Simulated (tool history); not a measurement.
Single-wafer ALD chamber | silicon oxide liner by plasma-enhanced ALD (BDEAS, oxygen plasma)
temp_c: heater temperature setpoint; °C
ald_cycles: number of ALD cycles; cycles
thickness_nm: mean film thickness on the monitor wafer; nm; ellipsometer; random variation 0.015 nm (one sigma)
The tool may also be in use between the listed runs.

Run 1, hour 0: temp_c 320 °C, ald_cycles 42 cycles. Result: thickness_nm 3.779 nm.
Run 2, hour 3: temp_c 320 °C, ald_cycles 40 cycles. Result: thickness_nm 3.5996 nm.
Run 3, hour 8.9: temp_c 320 °C, ald_cycles 39 cycles. Result: thickness_nm 3.4834 nm.
Run 4, hour 10.4: temp_c 320 °C, ald_cycles 44 cycles. Result: thickness_nm 3.934 nm.
Run 5, hour 18.6: temp_c 320 °C, ald_cycles 39 cycles. Result: thickness_nm 3.4892 nm.
Run 6, hour 25.5: temp_c 313 °C, ald_cycles 39 cycles. Result: thickness_nm 3.5166 nm.
Run 7, hour 29.5: temp_c 313 °C, ald_cycles 38 cycles. Result: thickness_nm 3.478 nm.

Run 8 comes next. What will it give?
Run 8, hour 34.7: temp_c 314 °C, ald_cycles 37 cycles. Result: thickness_nm ?.

thickness_nm: 3.3139 nm

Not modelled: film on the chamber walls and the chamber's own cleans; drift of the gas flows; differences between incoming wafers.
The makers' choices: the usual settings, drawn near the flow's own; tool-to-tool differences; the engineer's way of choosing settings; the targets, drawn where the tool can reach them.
